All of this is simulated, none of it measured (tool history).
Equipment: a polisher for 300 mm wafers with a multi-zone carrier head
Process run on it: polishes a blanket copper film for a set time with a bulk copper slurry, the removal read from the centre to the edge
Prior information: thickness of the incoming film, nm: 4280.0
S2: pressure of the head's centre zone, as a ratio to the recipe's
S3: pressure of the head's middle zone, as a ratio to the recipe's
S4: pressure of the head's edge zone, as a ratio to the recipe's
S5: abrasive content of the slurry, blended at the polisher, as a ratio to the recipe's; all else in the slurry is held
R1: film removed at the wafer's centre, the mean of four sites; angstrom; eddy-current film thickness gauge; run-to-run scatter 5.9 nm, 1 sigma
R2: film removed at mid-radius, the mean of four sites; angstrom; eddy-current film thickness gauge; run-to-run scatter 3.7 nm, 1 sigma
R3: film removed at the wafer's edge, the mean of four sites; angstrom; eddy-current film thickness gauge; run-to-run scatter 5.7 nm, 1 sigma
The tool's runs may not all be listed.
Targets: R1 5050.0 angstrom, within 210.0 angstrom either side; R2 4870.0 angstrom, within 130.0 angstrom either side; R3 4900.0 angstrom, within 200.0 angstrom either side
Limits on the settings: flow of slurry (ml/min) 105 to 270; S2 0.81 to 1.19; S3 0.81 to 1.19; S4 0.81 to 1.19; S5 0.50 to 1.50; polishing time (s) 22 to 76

{"run": 1, "hour": 0.0, "flow of slurry (ml/min)": 175, "S2": 1.0, "S3": 1.0, "S4": 1.0, "S5": 1.0, "polishing time (s)": 49, "R1": 4058.7, "R2": 4101.3, "R3": 4091.1}
{"run": 2, "hour": 7.7, "flow of slurry (ml/min)": 175, "S2": 1.0, "S3": 0.96, "S4": 1.0, "S5": 1.0, "polishing time (s)": 49, "R1": 4001.7, "R2": 3972.5, "R3": 4045.1}
{"run": 3, "hour": 15.7, "flow of slurry (ml/min)": 180, "S2": 1.01, "S3": 0.97, "S4": 1.02, "S5": 1.0, "polishing time (s)": 49, "R1": 4175.1, "R2": 4036.9, "R3": 4071.7}
{"run": 4, "hour": 24.0, "flow of slurry (ml/min)": 180, "S2": 1.01, "S3": 0.97, "S4": 1.02, "S5": 1.0, "polishing time (s)": 44, "R1": 3703.6, "R2": 3611.8, "R3": 3783.1}
{"run": 5, "hour": 26.1, "flow of slurry (ml/min)": 180, "S2": 1.01, "S3": 0.97, "S4": 1.02, "S5": 1.2, "polishing time (s)": 44, "R1": 3800.6, "R2": 3764.3, "R3": 3921.2}
{"run": 6, "hour": 33.5, "flow of slurry (ml/min)": 185, "S2": 1.02, "S3": 0.98, "S4": 1.04, "S5": 1.25, "polishing time (s)": 44, "R1": 3906.5, "R2": 3780.7, "R3": 4022.0}
{"run": 7, "hour": 38.6, "flow of slurry (ml/min)": 185, "S2": 1.02, "S3": 0.98, "S4": 1.04, "S5": 1.25, "polishing time (s)": 44, "R1": 3868.0, "R2": 3824.9, "R3": 4020.2}
{"run": 8, "hour": 41.2, "flow of slurry (ml/min)": 190, "S2": 1.03, "S3": 1.0, "S4": 1.05, "S5": 1.3, "polishing time (s)": 44, "R1": 3968.0, "R2": 3954.6, "R3": 3994.6}

Below are 4 possible settings for the next run. Only one of them brings all results inside the allowed miss of their targets. Which is it?
{"run": "A", "hour": 43.8, "flow of slurry (ml/min)": 195, "S2": 0.89, "S3": 1.17, "S4": 1.0, "S5": 1.45, "polishing time (s)": 41, "R1": "?", "R2": "?", "R3": "?"}
{"run": "B", "hour": 43.8, "flow of slurry (ml/min)": 200, "S2": 1.12, "S3": 1.06, "S4": 1.03, "S5": 1.25, "polishing time (s)": 48, "R1": "?", "R2": "?", "R3": "?"}
{"run": "C", "hour": 43.8, "flow of slurry (ml/min)": 160, "S2": 1.04, "S3": 0.98, "S4": 0.95, "S5": 1.35, "polishing time (s)": 56, "R1": "?", "R2": "?", "R3": "?"}
{"run": "D", "hour": 43.8, "flow of slurry (ml/min)": 265, "S2": 1.19, "S3": 1.0, "S4": 1.0, "S5": 1.35, "polishing time (s)": 38, "R1": "?", "R2": "?", "R3": "?"}

move=A R1=3232.3 R2=4319.4 R3=3696.7
move=B R1=4633.8 R2=4509.2 R3=4269.3
move=C R1=4936.2 R2=4864.8 R3=4774.1
move=D R1=4101.2 R2=3561.6 R3=3468.7
A: further off than the last run
B: an improvement on the last run, though not all results are within tolerance
C: all results in spec
D: further off than the last run
The move that meets every target is C.
